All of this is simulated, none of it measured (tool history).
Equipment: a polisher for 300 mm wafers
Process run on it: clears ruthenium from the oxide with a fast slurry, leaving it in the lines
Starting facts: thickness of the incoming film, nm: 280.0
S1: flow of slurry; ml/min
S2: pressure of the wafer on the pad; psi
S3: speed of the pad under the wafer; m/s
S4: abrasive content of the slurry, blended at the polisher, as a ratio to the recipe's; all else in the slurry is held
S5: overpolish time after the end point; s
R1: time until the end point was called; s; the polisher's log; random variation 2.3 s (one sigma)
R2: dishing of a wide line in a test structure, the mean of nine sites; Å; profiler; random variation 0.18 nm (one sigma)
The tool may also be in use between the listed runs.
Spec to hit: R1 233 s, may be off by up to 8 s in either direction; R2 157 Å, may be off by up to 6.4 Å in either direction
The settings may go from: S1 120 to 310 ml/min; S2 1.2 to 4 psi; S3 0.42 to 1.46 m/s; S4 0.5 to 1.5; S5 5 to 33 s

run	hour	S1	S2	S3	S4	S5	R1	R2
1	0	200	2.6	0.94	1	17	96.817	439
2	1	225	2.6	0.94	1	17	94.332	438.92
3	4.6	275	2.6	0.94	1	17	94.059	445.14
4	11.1	275	2.2	0.8	1	16	125.3	320.47
5	19.7	275	1.9	0.72	1	15	163.26	239.26
6	28.4	275	1.4	0.72	1	15	217.16	179.12
7	34.4	265	1.4	0.72	1	15	219.1	183.48
8	36.5	280	1.2	0.7	1	13	253.97	133.53
9	43.9	275	1.3	0.7	1	13	238.11	144.73

Consider the 5 candidate settings below. Which is the only one whose results all fall within their allowed miss of target?
A	51.3	295	1.5	0.74	0.7	12	?	?
B	51.3	285	1.2	0.88	0.85	11	?	?
C	51.3	260	1.6	0.6	1.05	11	?	?
D	51.3	250	1.4	0.64	1.05	13	?	?
E	51.3	260	1.2	0.82	0.9	14	?	?

move	R1	R2
A	237.37	133.92
B	221.62	131.54
C	217.65	133.88
D	233.77	146.93
E	231.49	159.4
A: moves away from the targets compared with the last run
B: moves away from the targets compared with the last run
C: moves away from the targets compared with the last run
D: nearer than the last run, and not there yet
E: hits every target within its allowed miss
Answer: E
